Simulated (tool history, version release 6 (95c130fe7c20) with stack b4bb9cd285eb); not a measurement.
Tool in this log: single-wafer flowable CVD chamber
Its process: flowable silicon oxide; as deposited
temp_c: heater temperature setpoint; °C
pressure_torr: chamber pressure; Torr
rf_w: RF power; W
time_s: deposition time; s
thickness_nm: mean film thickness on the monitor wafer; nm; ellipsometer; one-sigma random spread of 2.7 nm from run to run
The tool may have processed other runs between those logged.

| run | hour | temp_c | pressure_torr | rf_w | time_s | thickness_nm |
|---|---|---|---|---|---|---|
| 1 | 0 | 95 | 0.717 | 2005 | 1118 | 680.26 |
| 2 | 4.4 | 95 | 0.802 | 2005 | 1118 | 764.05 |
| 3 | 12.2 | 95 | 0.802 | 2005 | 1118 | 758.75 |
| 4 | 16.1 | 95 | 0.802 | 1825 | 1118 | 730.91 |
| 5 | 22.5 | 95 | 0.802 | 1695 | 1118 | 713.56 |
| 6 | 24.5 | 95 | 0.802 | 1445 | 1118 | 655.19 |
| 7 | 32.4 | 93 | 0.802 | 1445 | 1118 | 694.61 |
| 8 | 34.1 | 92 | 0.802 | 1445 | 1118 | 714.09 |
| 9 | 37.1 | 91 | 0.802 | 1445 | 1118 | 736.71 |
| 10 | 41.7 | 90 | 0.802 | 1445 | 1118 | 758.54 |

Estimate the outcome of run 11 from the log above:
|  | 49.4 | RF generator calibrated |
| 11 | 49.4 | 89 | 0.802 | 1445 | 1118 | ? |

For run 11 the tool returned thickness_nm 808.34 nm.

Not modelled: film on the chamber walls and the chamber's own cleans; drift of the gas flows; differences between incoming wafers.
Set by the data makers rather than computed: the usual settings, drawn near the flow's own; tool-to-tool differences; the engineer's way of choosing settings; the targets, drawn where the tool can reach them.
